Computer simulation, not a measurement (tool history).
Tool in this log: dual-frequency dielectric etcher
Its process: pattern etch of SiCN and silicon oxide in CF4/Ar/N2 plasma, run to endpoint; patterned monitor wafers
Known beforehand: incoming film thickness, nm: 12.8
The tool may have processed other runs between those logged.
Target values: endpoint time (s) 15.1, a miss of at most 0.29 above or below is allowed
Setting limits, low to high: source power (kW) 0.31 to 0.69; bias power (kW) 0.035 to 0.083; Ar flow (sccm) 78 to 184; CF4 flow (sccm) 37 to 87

run	hour	source power (kW)	bias power (kW)	Ar flow (sccm)	CF4 flow (sccm)	endpoint time (s)
1	0	0.5	0.059	131	62	16.692
2	6.8	0.51	0.059	131	62	16.41
3	14.2	0.48	0.059	131	62	17.247
4	20.6	0.49	0.059	131	62	16.922
5	26.1	0.5	0.059	131	62	16.806
6	33.9	0.51	0.059	131	62	16.4
7	39.7	0.51	0.059	131	62	16.392
8	41.1	0.52	0.059	131	62	16.223

Below are 5 possible settings for the next run. Only one of them brings all results inside the allowed miss of their targets. Which is it?
A	42.5	0.47	0.063	124	69	?
B	42.5	0.58	0.049	122	42	?
C	42.5	0.61	0.048	98	62	?
D	42.5	0.56	0.06	136	49	?
E	42.5	0.52	0.077	143	64	?

move	endpoint time (s)
A	17.045
B	16.037
C	14.416
D	15.66
E	15.254
A: misses by more than the last run did
B: closer than the last run, but not yet in spec
C: pushes the last run's worst result past its target
D: closer than the last run, but not yet in spec
E: hits every target within its allowed miss
E is the move that brings every result within its allowed miss.

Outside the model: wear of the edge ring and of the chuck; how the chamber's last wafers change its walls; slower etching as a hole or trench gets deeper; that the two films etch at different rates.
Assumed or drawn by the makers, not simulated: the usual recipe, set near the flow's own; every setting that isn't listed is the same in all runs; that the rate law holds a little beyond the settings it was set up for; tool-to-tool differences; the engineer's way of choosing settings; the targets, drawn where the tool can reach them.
